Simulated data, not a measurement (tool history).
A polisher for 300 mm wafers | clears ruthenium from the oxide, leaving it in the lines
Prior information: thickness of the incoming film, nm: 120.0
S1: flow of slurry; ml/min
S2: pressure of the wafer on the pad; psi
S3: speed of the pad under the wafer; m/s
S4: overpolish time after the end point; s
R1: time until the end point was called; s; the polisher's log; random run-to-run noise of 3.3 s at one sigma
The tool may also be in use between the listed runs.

{"run": 1, "day": 0.0, "S1": 315, "S2": 1.9, "S3": 0.92, "S4": 4, "R1": 148.54}
{"run": 2, "day": 0.158, "S1": 315, "S2": 1.9, "S3": 0.92, "S4": 4, "R1": 150.6}
{"run": 3, "day": 0.458, "S1": 315, "S2": 1.9, "S3": 0.92, "S4": 4, "R1": 151.96}
{"run": 4, "day": 0.762, "S1": 315, "S2": 1.7, "S3": 0.92, "S4": 4, "R1": 169.02}
{"run": 5, "day": 1.046, "S1": 315, "S2": 1.5, "S3": 0.92, "S4": 4, "R1": 185.54}
{"run": 6, "day": 1.417, "S1": 315, "S2": 1.8, "S3": 0.92, "S4": 4, "R1": 157.98}

Estimate the outcome of run 7 from the log above:
{"run": 7, "day": 1.458, "S1": 315, "S2": 1.7, "S3": 0.92, "S4": 4, "R1": "?"}

R1: 169.00 s
